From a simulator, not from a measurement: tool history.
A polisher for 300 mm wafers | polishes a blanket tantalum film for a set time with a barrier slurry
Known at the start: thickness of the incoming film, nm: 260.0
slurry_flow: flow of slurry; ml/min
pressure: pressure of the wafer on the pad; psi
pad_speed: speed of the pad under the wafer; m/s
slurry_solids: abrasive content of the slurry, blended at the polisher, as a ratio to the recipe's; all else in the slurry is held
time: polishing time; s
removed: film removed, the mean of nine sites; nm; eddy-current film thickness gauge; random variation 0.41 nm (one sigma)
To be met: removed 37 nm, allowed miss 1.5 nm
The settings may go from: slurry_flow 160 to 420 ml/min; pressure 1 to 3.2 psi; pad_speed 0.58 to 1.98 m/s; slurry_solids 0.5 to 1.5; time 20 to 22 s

run 1 hour=0 | slurry_flow=270 pressure=2.1 pad_speed=1.28 slurry_solids=1 time=22 | removed=55.861
run 2 hour=3.9 | slurry_flow=270 pressure=2.1 pad_speed=1.28 slurry_solids=1 time=20 | removed=51.736
run 3 hour=12.3 | slurry_flow=270 pressure=2 pad_speed=1.28 slurry_solids=1 time=20 | removed=49.989
run 4 hour=12.9 | slurry_flow=270 pressure=1.9 pad_speed=1.28 slurry_solids=1 time=20 | removed=47.535
run 5 hour=15.1 | slurry_flow=270 pressure=2.4 pad_speed=1.28 slurry_solids=1 time=20 | removed=55.936
run 6 hour=20.7 | slurry_flow=270 pressure=2 pad_speed=1.28 slurry_solids=1 time=20 | removed=48.681
run 7 hour=28.7 | slurry_flow=270 pressure=1.9 pad_speed=1.28 slurry_solids=1 time=20 | removed=47.383
run 8 hour=31.6 | slurry_flow=270 pressure=1.9 pad_speed=1.28 slurry_solids=1 time=20 | removed=48.453
run 9 hour=38 | slurry_flow=270 pressure=1.7 pad_speed=1.28 slurry_solids=1 time=20 | removed=43.683
run 10 hour=46 | slurry_flow=270 pressure=1.6 pad_speed=1.28 slurry_solids=1 time=20 | removed=42.874
run 11 hour=50.1 | slurry_flow=270 pressure=1.5 pad_speed=1.28 slurry_solids=1 time=20 | removed=39.925
run 12 hour=53.7 | slurry_flow=270 pressure=1.4 pad_speed=1.28 slurry_solids=1 time=20 | removed=38.129

5 next moves are on the table. One of them brings every result within its allowed miss. Which?
run A hour=57.3 | slurry_flow=290 pressure=1.9 pad_speed=0.98 slurry_solids=1.1 time=21 | removed=?
run B hour=57.3 | slurry_flow=270 pressure=1 pad_speed=1.66 slurry_solids=1.05 time=20 | removed=?
run C hour=57.3 | slurry_flow=255 pressure=1.2 pad_speed=1.48 slurry_solids=1 time=20 | removed=?
run D hour=57.3 | slurry_flow=190 pressure=1.6 pad_speed=1.22 slurry_solids=1.25 time=20 | removed=?
run E hour=57.3 | slurry_flow=275 pressure=1.6 pad_speed=1.08 slurry_solids=1.2 time=20 | removed=?

move=A removed=39.905
move=B removed=41.738
move=C removed=40.593
move=D removed=40.808
move=E removed=37.745
A: further off than the last run
B: further off than the last run
C: further off than the last run
D: further off than the last run
E: meets every target
Answer: E
